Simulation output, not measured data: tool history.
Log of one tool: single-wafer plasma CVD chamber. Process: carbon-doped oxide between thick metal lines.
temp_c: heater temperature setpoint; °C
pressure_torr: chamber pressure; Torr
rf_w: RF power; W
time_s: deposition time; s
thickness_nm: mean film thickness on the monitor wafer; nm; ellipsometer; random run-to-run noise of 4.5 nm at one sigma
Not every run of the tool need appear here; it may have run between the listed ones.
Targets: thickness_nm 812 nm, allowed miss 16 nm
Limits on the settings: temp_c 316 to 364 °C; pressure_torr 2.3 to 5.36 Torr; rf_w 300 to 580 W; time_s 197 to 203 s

{"run": 1, "day": 0.0, "temp_c": 340, "pressure_torr": 3.83, "rf_w": 440, "time_s": 197, "thickness_nm": 914.35}
{"run": 2, "day": 0.2, "temp_c": 348, "pressure_torr": 3.83, "rf_w": 440, "time_s": 197, "thickness_nm": 886.9}
{"run": 3, "day": 0.529, "temp_c": 348, "pressure_torr": 3.83, "rf_w": 405, "time_s": 197, "thickness_nm": 840.44}
{"run": 4, "day": 0.871, "temp_c": 348, "pressure_torr": 3.83, "rf_w": 355, "time_s": 197, "thickness_nm": 786.44}
{"run": 5, "day": 0.988, "temp_c": 348, "pressure_torr": 3.2, "rf_w": 355, "time_s": 197, "thickness_nm": 772.12}
{"run": 6, "day": 1.071, "temp_c": 347, "pressure_torr": 3.25, "rf_w": 355, "time_s": 197, "thickness_nm": 776.98}
{"run": 7, "day": 1.262, "temp_c": 346, "pressure_torr": 3.29, "rf_w": 355, "time_s": 197, "thickness_nm": 777.37}
{"run": 8, "day": 1.554, "temp_c": 345, "pressure_torr": 3.34, "rf_w": 355, "time_s": 197, "thickness_nm": 775.06}
{"run": 9, "day": 1.829, "temp_c": 345, "pressure_torr": 3.4, "rf_w": 360, "time_s": 197, "thickness_nm": 792.71}
{"run": 10, "day": 1.938, "temp_c": 344, "pressure_torr": 3.42, "rf_w": 360, "time_s": 197, "thickness_nm": 785.21}

Consider the 5 candidate settings below. Which is the only one whose results all fall within their allowed miss of target?
{"run": "A", "day": 2.046, "temp_c": 336, "pressure_torr": 3.31, "rf_w": 330, "time_s": 197, "thickness_nm": "?"}
{"run": "B", "day": 2.046, "temp_c": 347, "pressure_torr": 3.23, "rf_w": 345, "time_s": 197, "thickness_nm": "?"}
{"run": "C", "day": 2.046, "temp_c": 351, "pressure_torr": 4.06, "rf_w": 310, "time_s": 203, "thickness_nm": "?"}
{"run": "D", "day": 2.046, "temp_c": 337, "pressure_torr": 3.81, "rf_w": 360, "time_s": 197, "thickness_nm": "?"}
{"run": "E", "day": 2.046, "temp_c": 352, "pressure_torr": 3.46, "rf_w": 360, "time_s": 197, "thickness_nm": "?"}

move=A thickness_nm=759.2
move=B thickness_nm=754.07
move=C thickness_nm=755.06
move=D thickness_nm=813.1
move=E thickness_nm=770.92
A: moves away from the targets compared with the last run
B: moves away from the targets compared with the last run
C: moves away from the targets compared with the last run
D: every result within its allowed miss
E: moves away from the targets compared with the last run
Go with D: it meets all targets.
